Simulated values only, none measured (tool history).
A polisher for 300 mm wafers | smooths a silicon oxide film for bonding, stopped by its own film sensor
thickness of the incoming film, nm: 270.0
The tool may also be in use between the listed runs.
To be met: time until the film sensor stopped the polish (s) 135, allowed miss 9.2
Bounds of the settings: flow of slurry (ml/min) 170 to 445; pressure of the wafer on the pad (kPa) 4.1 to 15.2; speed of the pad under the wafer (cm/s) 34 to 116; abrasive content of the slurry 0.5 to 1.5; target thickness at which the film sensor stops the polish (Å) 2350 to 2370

run	hour	flow of slurry (ml/min)	pressure of the wafer on the pad (kPa)	speed of the pad under the wafer (cm/s)	abrasive content of the slurry	target thickness at which the film sensor stops the polish (Å)	time until the film sensor stopped the polish (s)
1	0	285	9.7	74	1	2370	93.919
2	8.6	285	9.7	74	0.85	2370	103.48
3	16.1	285	9.7	90	0.85	2370	88.548
4	22.8	285	9.7	76	0.85	2370	103.44
5	23.3	285	9.7	76	0.95	2370	93.814
6	24.8	285	9.7	76	0.85	2370	102.51
7	30.8	285	9	74	0.85	2370	109.83
8	35.4	285	6.9	70	0.85	2370	144.08

5 next moves are on the table. One of them brings every result within its allowed miss. Which?
A	40	335	8.3	66	0.75	2360	?
B	40	225	7.6	54	0.7	2370	?
C	40	250	6.9	62	0.95	2360	?
D	40	260	6.9	66	0.8	2350	?
E	40	260	9	72	0.85	2370	?

move	time until the film sensor stopped the polish (s)
A	134.6
B	168
C	148.31
D	162.04
E	109.82
A: meets every target
B: further off than the last run
C: further off than the last run
D: further off than the last run
E: takes the result that was furthest off past its target
The right move is A.
